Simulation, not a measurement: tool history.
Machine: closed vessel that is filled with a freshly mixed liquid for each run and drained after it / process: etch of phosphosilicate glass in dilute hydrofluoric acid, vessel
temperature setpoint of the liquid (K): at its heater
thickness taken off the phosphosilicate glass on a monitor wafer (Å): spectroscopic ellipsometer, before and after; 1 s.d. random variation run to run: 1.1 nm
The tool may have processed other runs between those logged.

run,hour,temperature setpoint of the liquid (K),parts of water to one part of 49 % hydrofluoric acid (parts by volume),time in the liquid (s),thickness taken off the phosphosilicate glass on a monitor wafer (Å)
1,0,295.15,135,105,761.43
2,6.9,295.15,135,110,796.22
3,15.4,295.15,160,110,667.06
4,17.2,295.15,200,110,503.95
5,20.3,295.15,200,105,485
6,24.1,293.65,200,105,454.79
7,27.7,297.65,145,105,771.48
8,36.6,298.15,140,105,831.79
9,41.9,298.65,140,105,832.65
10,44.5,298.65,140,105,831.13

The next listed run, before its measurement:
# hour 46.6: thermometer replaced
11,46.6,299.15,135,105,?

{"run 11": {"thickness taken off the phosphosilicate glass on a monitor wafer (Å)": 835.8}}
